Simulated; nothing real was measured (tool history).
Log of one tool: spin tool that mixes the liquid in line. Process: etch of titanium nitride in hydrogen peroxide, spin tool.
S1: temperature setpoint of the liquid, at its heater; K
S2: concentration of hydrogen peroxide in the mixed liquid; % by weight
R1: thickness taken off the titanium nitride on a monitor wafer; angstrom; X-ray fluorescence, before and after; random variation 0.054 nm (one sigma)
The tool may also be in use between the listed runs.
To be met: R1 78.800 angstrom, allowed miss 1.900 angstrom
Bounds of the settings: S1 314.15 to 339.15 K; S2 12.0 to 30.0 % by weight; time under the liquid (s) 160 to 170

Run 1, hour 0.0: S1 330.15 K, S2 20.5 % by weight, time under the liquid (s) 160. Result: R1 161.300 angstrom.
Run 2, hour 4.3: S1 330.15 K, S2 23.5 % by weight, time under the liquid (s) 160. Result: R1 166.420 angstrom.
Run 3, hour 11.3: S1 334.65 K, S2 23.5 % by weight, time under the liquid (s) 160. Result: R1 227.820 angstrom.
Run 4, hour 16.7: S1 334.65 K, S2 27.0 % by weight, time under the liquid (s) 160. Result: R1 234.990 angstrom.
Run 5, hour 25.6: S1 334.65 K, S2 27.0 % by weight, time under the liquid (s) 160. Result: R1 232.460 angstrom.
Run 6, hour 33.0: S1 334.65 K, S2 23.0 % by weight, time under the liquid (s) 160. Result: R1 224.830 angstrom.
Run 7, hour 41.5: S1 331.65 K, S2 23.0 % by weight, time under the liquid (s) 160. Result: R1 182.720 angstrom.
Run 8, hour 42.8: S1 329.15 K, S2 23.0 % by weight, time under the liquid (s) 160. Result: R1 156.920 angstrom.
Run 9, hour 50.7: S1 327.15 K, S2 23.0 % by weight, time under the liquid (s) 160. Result: R1 134.840 angstrom.
Run 10, hour 52.8: S1 319.15 K, S2 23.0 % by weight, time under the liquid (s) 160. Result: R1 75.154 angstrom.

Which of these 4 next moves meets every target?
Run A, hour 54.9: S1 319.15 K, S2 27.0 % by weight, time under the liquid (s) 170. Result: R1 ?.
Run B, hour 54.9: S1 319.15 K, S2 22.0 % by weight, time under the liquid (s) 170. Result: R1 ?.
Run C, hour 54.9: S1 319.65 K, S2 25.5 % by weight, time under the liquid (s) 170. Result: R1 ?.
Run D, hour 54.9: S1 320.15 K, S2 22.0 % by weight, time under the liquid (s) 165. Result: R1 ?.

move      R1
   A  83.269
   B  79.674
   C  85.342
   D  83.256
A: takes the result that was furthest off past its target
B: meets every target
C: takes the result that was furthest off past its target
D: takes the result that was furthest off past its target
Answer: B

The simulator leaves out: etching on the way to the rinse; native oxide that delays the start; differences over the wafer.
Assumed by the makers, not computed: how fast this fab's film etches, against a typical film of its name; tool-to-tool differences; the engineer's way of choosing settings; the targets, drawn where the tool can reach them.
